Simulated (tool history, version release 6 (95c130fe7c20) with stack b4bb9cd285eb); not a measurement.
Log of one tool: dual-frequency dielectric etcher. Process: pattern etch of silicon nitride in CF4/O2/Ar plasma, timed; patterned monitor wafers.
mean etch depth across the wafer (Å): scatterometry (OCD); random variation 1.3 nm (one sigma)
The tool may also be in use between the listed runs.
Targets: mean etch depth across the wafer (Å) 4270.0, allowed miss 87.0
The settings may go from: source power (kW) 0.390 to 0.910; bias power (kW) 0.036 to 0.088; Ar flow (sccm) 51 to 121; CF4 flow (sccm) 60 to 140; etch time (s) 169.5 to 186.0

run  hour  source power (kW)  bias power (kW)  Ar flow (sccm)  CF4 flow (sccm)  etch time (s)  mean etch depth across the wafer (Å)
  1   0.0              0.650            0.062              86              100          186.0                                4987.2
  2   7.9              0.650            0.062              86               90          186.0                                4909.9
  3  13.0              0.650            0.062              99               90          186.0                                4897.2
  4  15.6              0.650            0.062              99               90          169.5                                4438.1
  5  17.9              0.650            0.062              99               90          186.0                                4858.6
  6  21.5              0.640            0.062              99               90          186.0                                4799.2
  7  28.6              0.630            0.062              99               90          186.0                                4758.0
  8  35.8              0.620            0.062              99               90          186.0                                4654.8

4 next moves are on the table. One of them brings every result within its allowed miss. Which?
  A  43.0              0.590            0.064              96               85          174.5                                     ?
  B  43.0              0.580            0.058             109               97          174.0                                     ?
  C  43.0              0.560            0.056             107               84          186.0                                     ?
  D  43.0              0.570            0.059              95               95          175.0                                     ?

move  mean etch depth across the wafer (Å)
   A                                4286.3
   B                                4072.7
   C                                4095.7
   D                                4104.9
A: meets every target
B: takes the result that was furthest off past its target
C: takes the result that was furthest off past its target
D: takes the result that was furthest off past its target
Move A is the one to make.

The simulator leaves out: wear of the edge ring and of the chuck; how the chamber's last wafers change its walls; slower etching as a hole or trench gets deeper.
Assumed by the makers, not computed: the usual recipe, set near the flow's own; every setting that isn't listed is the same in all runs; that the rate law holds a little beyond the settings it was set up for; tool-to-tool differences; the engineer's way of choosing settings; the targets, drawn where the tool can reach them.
